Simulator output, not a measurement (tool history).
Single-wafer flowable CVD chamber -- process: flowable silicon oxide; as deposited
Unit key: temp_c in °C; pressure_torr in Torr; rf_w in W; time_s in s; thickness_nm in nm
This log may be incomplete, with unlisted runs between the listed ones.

run  hour  temp_c  pressure_torr  rf_w  time_s  thickness_nm
  1     0     110          0.818  2570     978        439.77
  2   4.9     110          0.818  2570    1009        444.49
  3  11.3     111          0.818  2570    1009        430.91
  4  19.3     111          0.818  2570    1009        432.53
  5  26.4     111          0.768  2570    1009        406.96
  6    33     111          0.852  2570    1009        450.76

Run 7 comes next. What will it give?
  7  38.3     112          0.852  2570    1009             ?

{"run 7": {"thickness_nm": 438.07}}
